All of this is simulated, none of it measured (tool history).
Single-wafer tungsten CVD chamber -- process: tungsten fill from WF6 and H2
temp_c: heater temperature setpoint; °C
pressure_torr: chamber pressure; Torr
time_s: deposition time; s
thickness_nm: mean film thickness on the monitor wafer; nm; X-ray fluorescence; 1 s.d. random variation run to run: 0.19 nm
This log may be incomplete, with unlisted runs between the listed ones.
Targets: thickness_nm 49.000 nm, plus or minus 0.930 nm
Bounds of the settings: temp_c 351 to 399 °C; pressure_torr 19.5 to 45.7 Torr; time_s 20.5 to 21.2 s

{"run": 1, "hour": 0.0, "temp_c": 375, "pressure_torr": 32.6, "time_s": 20.5, "thickness_nm": 38.594}
{"run": 2, "hour": 5.3, "temp_c": 375, "pressure_torr": 32.6, "time_s": 20.5, "thickness_nm": 38.419}
{"run": 3, "hour": 10.7, "temp_c": 377, "pressure_torr": 32.7, "time_s": 20.5, "thickness_nm": 39.635}
{"run": 4, "hour": 15.4, "temp_c": 379, "pressure_torr": 32.8, "time_s": 20.5, "thickness_nm": 41.033}
{"run": 5, "hour": 17.6, "temp_c": 379, "pressure_torr": 32.8, "time_s": 21.2, "thickness_nm": 42.58}
{"run": 6, "hour": 20.2, "temp_c": 379, "pressure_torr": 36.1, "time_s": 21.2, "thickness_nm": 43.683}
{"run": 7, "hour": 24.5, "temp_c": 380, "pressure_torr": 36.2, "time_s": 21.2, "thickness_nm": 44.887}
{"run": 8, "hour": 32.1, "temp_c": 381, "pressure_torr": 36.2, "time_s": 21.2, "thickness_nm": 45.303}

Below are 5 possible settings for the next run. Only one of them brings all results inside the allowed miss of their targets. Which is it?
{"run": "A", "hour": 39.7, "temp_c": 383, "pressure_torr": 28.7, "time_s": 20.5, "thickness_nm": "?"}
{"run": "B", "hour": 39.7, "temp_c": 375, "pressure_torr": 37.0, "time_s": 20.5, "thickness_nm": "?"}
{"run": "C", "hour": 39.7, "temp_c": 385, "pressure_torr": 37.5, "time_s": 21.0, "thickness_nm": "?"}
{"run": "D", "hour": 39.7, "temp_c": 388, "pressure_torr": 34.7, "time_s": 21.2, "thickness_nm": "?"}
{"run": "E", "hour": 39.7, "temp_c": 384, "pressure_torr": 36.1, "time_s": 20.5, "thickness_nm": "?"}

move=A thickness_nm=42.402
move=B thickness_nm=39.471
move=C thickness_nm=48.555
move=D thickness_nm=50.486
move=E thickness_nm=46.047
A: misses by more than the last run did
B: misses by more than the last run did
C: all results land within tolerance of their targets
D: carries the result that was furthest off beyond its target, to the other side
E: closer than the last run, but not yet in spec
The right move is C.
